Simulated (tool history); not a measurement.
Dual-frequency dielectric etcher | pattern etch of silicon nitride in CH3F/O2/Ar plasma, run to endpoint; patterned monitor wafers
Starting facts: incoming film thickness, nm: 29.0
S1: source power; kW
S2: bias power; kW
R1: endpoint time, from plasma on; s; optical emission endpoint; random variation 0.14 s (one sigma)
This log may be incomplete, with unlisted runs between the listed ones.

run,hour,S1,S2,R1
1,0.0,0.480,0.095,34.798
2,7.7,0.460,0.095,35.096
3,14.0,0.440,0.095,35.484
4,16.4,0.440,0.104,34.665
5,19.1,0.440,0.113,33.682
6,21.0,0.480,0.113,32.929
7,23.1,0.440,0.111,34.005
8,28.8,0.410,0.110,35.001

Estimate the outcome of run 9 from the log above:
9,34.5,0.320,0.108,?

R1: 38.012 s

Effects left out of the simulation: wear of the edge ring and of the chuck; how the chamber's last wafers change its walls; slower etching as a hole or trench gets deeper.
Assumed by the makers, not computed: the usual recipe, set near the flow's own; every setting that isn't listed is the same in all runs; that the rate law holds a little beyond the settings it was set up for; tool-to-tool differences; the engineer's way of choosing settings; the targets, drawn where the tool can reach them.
